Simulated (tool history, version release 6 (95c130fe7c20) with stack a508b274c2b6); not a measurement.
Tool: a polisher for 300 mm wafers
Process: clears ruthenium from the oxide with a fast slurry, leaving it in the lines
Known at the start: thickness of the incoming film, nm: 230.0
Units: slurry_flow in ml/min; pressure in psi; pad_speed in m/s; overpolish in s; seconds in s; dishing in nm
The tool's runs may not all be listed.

run  hour  slurry_flow  pressure  pad_speed  slurry_solids  overpolish  seconds  dishing
  1     0          320       1.7        0.9              1          18   133.87   14.954
  2   0.6          320       2.1        0.9              1          18   111.05   16.751
  3     4          320       2.1        0.9            1.2          18   102.16   17.968
  4   7.2          395       2.1        0.9            1.2          18   98.075   18.311
  5  16.1          390       1.8       0.88            1.2          19   117.27   17.262
  6  17.7          390       1.8       0.74            1.2          19   129.88   15.672
  7  19.1          390       1.8       0.74            1.2          19   134.27   16.542
  8  23.7          390       1.6       0.74            1.2          19    144.8   15.701
  9  31.3          390       1.4       0.72            1.2          19   172.14   14.329
 10  39.5          385       1.3       0.72            1.2          19   186.56   13.129
 11  47.7          375       1.3       0.72            1.2          20   183.37   13.181
     49.6  -- worn pad replaced by a new one
 12  49.6          370       1.2       0.72            1.2          21   181.95   14.376

The next listed run, before its measurement:
 13  51.3          370       1.1       0.72            1.2          21        ?        ?

seconds: 191.21 s
dishing: 13.239 nm
